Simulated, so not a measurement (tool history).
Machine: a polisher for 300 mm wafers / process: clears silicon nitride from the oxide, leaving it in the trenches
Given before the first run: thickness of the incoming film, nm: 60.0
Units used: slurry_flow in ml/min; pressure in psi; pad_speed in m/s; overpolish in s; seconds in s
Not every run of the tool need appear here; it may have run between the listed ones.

run 1 hour=0 | slurry_flow=165 pressure=1.7 pad_speed=0.9 overpolish=32 | seconds=110.78
run 2 hour=5.1 | slurry_flow=165 pressure=2.1 pad_speed=0.9 overpolish=32 | seconds=92.838
run 3 hour=7.9 | slurry_flow=165 pressure=2.1 pad_speed=0.9 overpolish=34 | seconds=90.332
run 4 hour=12.4 | slurry_flow=165 pressure=2.1 pad_speed=0.9 overpolish=34 | seconds=92.639
run 5 hour=18.6 | slurry_flow=140 pressure=2.1 pad_speed=0.9 overpolish=34 | seconds=94.986
run 6 hour=24.1 | slurry_flow=180 pressure=2.1 pad_speed=0.9 overpolish=34 | seconds=89.859
run 7 hour=27.1 | slurry_flow=170 pressure=1.7 pad_speed=0.82 overpolish=34 | seconds=120.3
run 8 hour=32.4 | slurry_flow=165 pressure=1.4 pad_speed=0.76 overpolish=34 | seconds=152.81
run 9 hour=38.1 | slurry_flow=155 pressure=0.9 pad_speed=0.62 overpolish=34 | seconds=280.99

Predict the results of run 10:
run 10 hour=46.6 | slurry_flow=165 pressure=0.9 pad_speed=0.62 overpolish=34 | seconds=?

Run 10 yielded seconds 276.99 s.

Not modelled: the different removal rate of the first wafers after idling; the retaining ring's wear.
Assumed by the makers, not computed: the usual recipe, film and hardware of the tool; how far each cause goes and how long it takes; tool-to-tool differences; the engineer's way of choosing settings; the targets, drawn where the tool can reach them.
